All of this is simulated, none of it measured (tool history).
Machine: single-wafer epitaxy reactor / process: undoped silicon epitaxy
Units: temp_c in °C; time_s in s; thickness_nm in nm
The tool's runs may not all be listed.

Run 1, day 0: temp_c 640 °C, time_s 266 s. Result: thickness_nm 36.071 nm.
Run 2, day 0.175: temp_c 640 °C, time_s 240 s. Result: thickness_nm 32.455 nm.
Run 3, day 0.512: temp_c 639 °C, time_s 240 s. Result: thickness_nm 31.862 nm.
Run 4, day 0.858: temp_c 639 °C, time_s 277 s. Result: thickness_nm 36.693 nm.
Run 5, day 0.933: temp_c 648 °C, time_s 277 s. Result: thickness_nm 44.786 nm.
Run 6, day 1.125: temp_c 646 °C, time_s 277 s. Result: thickness_nm 42.769 nm.
Run 7, day 1.283: temp_c 644 °C, time_s 277 s. Result: thickness_nm 41.234 nm.

The next listed run, before its measurement:
Run 8, day 1.554: temp_c 642 °C, time_s 277 s. Result: thickness_nm ?.

thickness_nm: 39.396 nm
